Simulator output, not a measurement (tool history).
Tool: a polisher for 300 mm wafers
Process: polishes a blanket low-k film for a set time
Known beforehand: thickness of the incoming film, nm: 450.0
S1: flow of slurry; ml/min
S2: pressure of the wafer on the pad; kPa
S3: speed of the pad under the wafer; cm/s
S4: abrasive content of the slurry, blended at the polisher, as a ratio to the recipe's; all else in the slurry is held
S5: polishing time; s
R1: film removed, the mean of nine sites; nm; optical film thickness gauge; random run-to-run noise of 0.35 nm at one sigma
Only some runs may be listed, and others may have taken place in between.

{"run": 1, "day": 0.0, "S1": 315, "S2": 14.5, "S3": 106, "S4": 1, "S5": 61, "R1": 22.838}
{"run": 2, "day": 0.279, "S1": 315, "S2": 14.5, "S3": 94, "S4": 1, "S5": 61, "R1": 21.009}
{"run": 3, "day": 0.396, "S1": 315, "S2": 17.2, "S3": 98, "S4": 1, "S5": 61, "R1": 25.88}
{"run": 4, "day": 0.725, "S1": 245, "S2": 17.2, "S3": 98, "S4": 1, "S5": 61, "R1": 25.356}
{"run": 5, "day": 0.808, "S1": 245, "S2": 20.7, "S3": 98, "S4": 1, "S5": 61, "R1": 30.265}
{"run": 6, "day": 1.15, "S1": 245, "S2": 20.7, "S3": 98, "S4": 0.85, "S5": 61, "R1": 27.66}
{"run": 7, "day": 1.396, "S1": 245, "S2": 21.4, "S3": 108, "S4": 0.85, "S5": 61, "R1": 30.393}

Run 8 is up next; what results do you expect?
{"run": 8, "day": 1.529, "S1": 245, "S2": 21.4, "S3": 118, "S4": 0.85, "S5": 61, "R1": "?"}

For run 8 the tool returned R1 32.258 nm.
